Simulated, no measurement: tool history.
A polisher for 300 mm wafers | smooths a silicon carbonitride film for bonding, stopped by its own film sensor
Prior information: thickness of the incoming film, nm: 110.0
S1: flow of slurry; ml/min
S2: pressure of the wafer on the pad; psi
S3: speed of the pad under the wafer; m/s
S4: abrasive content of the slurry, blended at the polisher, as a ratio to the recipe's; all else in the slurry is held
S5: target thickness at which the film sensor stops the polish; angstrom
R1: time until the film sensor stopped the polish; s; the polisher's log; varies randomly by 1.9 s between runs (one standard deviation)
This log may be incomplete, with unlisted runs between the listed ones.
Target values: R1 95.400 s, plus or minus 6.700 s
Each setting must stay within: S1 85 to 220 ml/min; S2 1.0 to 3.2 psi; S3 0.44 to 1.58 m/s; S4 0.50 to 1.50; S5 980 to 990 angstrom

run    day   S1   S2    S3    S4   S5      R1
  1  0.000  140  2.1  1.00  1.00  980  50.123
  2  0.362  140  2.1  1.00  1.00  980  48.418
  3  0.421  140  1.8  0.94  1.00  980  57.752
  4  0.488  140  1.8  0.94  1.00  980  57.509
  5  0.546  125  1.8  0.94  1.00  980  57.020
  6  0.612  125  1.8  0.94  1.00  980  61.398
  7  0.704  120  1.6  0.90  1.00  980  67.025
  8  0.875  120  1.4  0.86  1.00  980  74.072
  9  1.096  120  1.4  0.86  1.00  980  75.450

Of the 4 settings listed for the next run, only one would bring every result within its allowed miss of target. Which one?
  A  1.317  125  1.2  0.80  0.95  990   ?
  B  1.317  140  1.1  0.66  1.10  980   ?
  C  1.317  140  1.4  0.86  0.95  980   ?
  D  1.317  115  1.3  0.80  1.00  980   ?

move      R1
   A  80.099
   B  92.954
   C  74.261
   D  81.932
A: gains on the last run, yet a result remains outside its allowed miss
B: every result within its allowed miss
C: further off than the last run
D: gains on the last run, yet a result remains outside its allowed miss
B meets every target.
